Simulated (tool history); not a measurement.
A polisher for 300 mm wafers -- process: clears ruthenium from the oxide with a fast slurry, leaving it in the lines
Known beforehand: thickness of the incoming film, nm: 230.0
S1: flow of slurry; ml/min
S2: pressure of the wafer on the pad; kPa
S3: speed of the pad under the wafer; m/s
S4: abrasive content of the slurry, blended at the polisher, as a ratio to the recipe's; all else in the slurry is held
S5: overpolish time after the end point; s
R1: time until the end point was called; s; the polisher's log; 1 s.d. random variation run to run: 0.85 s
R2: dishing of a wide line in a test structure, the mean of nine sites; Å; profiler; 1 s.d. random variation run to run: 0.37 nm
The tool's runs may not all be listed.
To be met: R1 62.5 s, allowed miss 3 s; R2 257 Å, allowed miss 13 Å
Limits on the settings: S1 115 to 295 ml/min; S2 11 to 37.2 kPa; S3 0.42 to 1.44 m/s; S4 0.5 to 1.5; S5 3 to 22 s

run    day   S1    S2    S3    S4  S5      R1      R2
  1      0  190  24.1  0.92     1  11  43.764  422.71
  2  0.279  190  22.8  0.92     1  11  45.751  411.72
  3  0.433  190  21.4  0.92     1  10  49.627  356.55
  4  0.467  190  21.4  0.92  1.15  10   45.37  375.24
  5  0.712  190    20  0.92  1.15  10  48.879  354.73
  6  1.033  190    20  0.92  1.15   6  48.362  222.12
  7  1.304  190  19.3  0.92  1.15   7  49.651  252.34
  8  1.675  190  18.6  0.92  1.15   7  52.735  244.65
  9  2.038  190  17.9  0.92  1.15   7  53.567  240.06
 10  2.342  190  17.2  0.92  1.15   7  55.538  223.82
 11  2.567  190  16.5  0.92  1.15   7  58.208  221.18
 12  2.854  185  15.9  0.92  1.15   8  61.631  240.52

5 candidate next runs follow, results not yet known. Just one meets every target within its allowed miss. Identify it.
  A  3.142  170  17.2  0.86  1.05  10   ?   ?
  B  3.142  165  11.7  1.02  1.25  10   ?   ?
  C  3.142  145    20  0.64   1.2  11   ?   ?
  D  3.142  170  18.6  0.82     1   9   ?   ?
  E  3.142  180  13.1  0.98   1.2  11   ?   ?

move      R1      R2
   A  62.826  286.55
   B  70.171  258.69
   C   68.25  289.87
   D  62.911  259.62
   E  66.542   296.7
A: moves the result that the last run missed by most past its target, out the other side
B: brings the last run's worst result on target, with another outside its allowed miss
C: moves the result that the last run missed by most past its target, out the other side
D: all results in spec
E: moves the result that the last run missed by most past its target, out the other side
The move that meets every target is D.

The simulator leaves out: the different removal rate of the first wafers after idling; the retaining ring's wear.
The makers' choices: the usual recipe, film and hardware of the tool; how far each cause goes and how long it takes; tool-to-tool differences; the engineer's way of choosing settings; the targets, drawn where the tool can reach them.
